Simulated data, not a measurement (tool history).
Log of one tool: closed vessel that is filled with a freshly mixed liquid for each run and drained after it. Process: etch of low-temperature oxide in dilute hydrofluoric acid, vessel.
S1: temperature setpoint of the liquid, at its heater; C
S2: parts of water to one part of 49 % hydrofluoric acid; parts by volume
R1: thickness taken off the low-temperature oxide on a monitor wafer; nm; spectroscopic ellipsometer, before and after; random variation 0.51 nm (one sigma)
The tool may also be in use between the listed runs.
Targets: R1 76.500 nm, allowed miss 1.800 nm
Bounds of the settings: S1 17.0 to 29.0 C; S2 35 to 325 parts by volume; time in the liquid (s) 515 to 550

Run 1, day 0.000: S1 21.0 C, S2 180 parts by volume, time in the liquid (s) 515. Result: R1 59.313 nm.
Run 2, day 0.238: S1 22.5 C, S2 180 parts by volume, time in the liquid (s) 515. Result: R1 62.743 nm.
Run 3, day 0.596: S1 23.5 C, S2 180 parts by volume, time in the liquid (s) 515. Result: R1 65.295 nm.
Run 4, day 0.662: S1 23.5 C, S2 245 parts by volume, time in the liquid (s) 515. Result: R1 44.712 nm.
Run 5, day 0.704: S1 24.5 C, S2 235 parts by volume, time in the liquid (s) 515. Result: R1 49.026 nm.
Run 6, day 0.762: S1 25.5 C, S2 225 parts by volume, time in the liquid (s) 515. Result: R1 53.091 nm.
Run 7, day 0.854: S1 26.0 C, S2 215 parts by volume, time in the liquid (s) 515. Result: R1 57.361 nm.
Run 8, day 0.946: S1 26.5 C, S2 205 parts by volume, time in the liquid (s) 515. Result: R1 62.192 nm.
Run 9, day 1.196: S1 27.0 C, S2 200 parts by volume, time in the liquid (s) 515. Result: R1 64.673 nm.
Run 10, day 1.421: S1 27.5 C, S2 195 parts by volume, time in the liquid (s) 515. Result: R1 69.806 nm.
Run 11, day 1.600: S1 28.0 C, S2 195 parts by volume, time in the liquid (s) 515. Result: R1 70.273 nm.
Run 12, day 1.817: S1 28.0 C, S2 195 parts by volume, time in the liquid (s) 515. Result: R1 70.251 nm.
Run 13, day 1.900: S1 28.5 C, S2 190 parts by volume, time in the liquid (s) 515. Result: R1 73.385 nm.

Which of these 4 next moves meets every target?
Run A, day 1.983: S1 29.0 C, S2 185 parts by volume, time in the liquid (s) 515. Result: R1 ?.
Run B, day 1.983: S1 25.0 C, S2 170 parts by volume, time in the liquid (s) 550. Result: R1 ?.
Run C, day 1.983: S1 27.0 C, S2 180 parts by volume, time in the liquid (s) 550. Result: R1 ?.
Run D, day 1.983: S1 27.0 C, S2 165 parts by volume, time in the liquid (s) 515. Result: R1 ?.

move      R1
   A  77.288
   B  79.063
   C  79.446
   D  82.614
A: meets every target
B: takes the result that was furthest off past its target
C: takes the result that was furthest off past its target
D: takes the result that was furthest off past its target
Move A is the one to make.
